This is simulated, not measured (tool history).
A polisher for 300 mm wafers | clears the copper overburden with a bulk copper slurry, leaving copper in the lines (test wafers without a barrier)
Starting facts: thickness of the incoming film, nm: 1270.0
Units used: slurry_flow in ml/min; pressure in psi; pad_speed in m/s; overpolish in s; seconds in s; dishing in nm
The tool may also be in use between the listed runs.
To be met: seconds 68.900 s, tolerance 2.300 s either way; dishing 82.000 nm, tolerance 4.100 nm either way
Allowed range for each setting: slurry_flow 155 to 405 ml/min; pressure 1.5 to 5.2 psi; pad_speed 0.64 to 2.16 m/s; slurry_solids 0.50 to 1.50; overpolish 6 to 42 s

run  hour  slurry_flow  pressure  pad_speed  slurry_solids  overpolish  seconds  dishing
  1   0.0          260       3.3       1.40           1.00          21   84.205   75.210
  2   2.8          260       3.4       1.40           1.00          21   82.374   74.458
  3   8.9          260       3.4       1.40           0.85          21   85.848   77.788
  4  14.9          260       3.5       1.40           0.85          21   84.073   74.753
  5  20.8          260       3.6       1.40           0.85          22   80.051   78.341
  6  21.4          260       3.7       1.40           0.85          22   77.267   77.995
  7  24.9          260       3.9       1.40           0.85          24   74.101   81.816
  8  30.0          260       4.0       1.40           0.85          23   72.208   80.694

Next run, 4 choices. One meets every target within its allowed miss, the rest don't. Which?
  A  35.1          290       3.6       1.60           0.90          14        ?        ?
  B  35.1          280       4.4       1.48           0.80          22        ?        ?
  C  35.1          270       4.7       1.24           0.85          20        ?        ?
  D  35.1          255       4.3       1.50           0.95          14        ?        ?

move  seconds  dishing
   A   69.826   74.094
   B   63.250   85.215
   C   69.265   84.068
   D   62.596   78.534
A: brings the last run's worst result on target, with another outside its allowed miss
B: pushes the last run's worst result past its target
C: every result lands within tolerance
D: pushes the last run's worst result past its target
The right move is C.
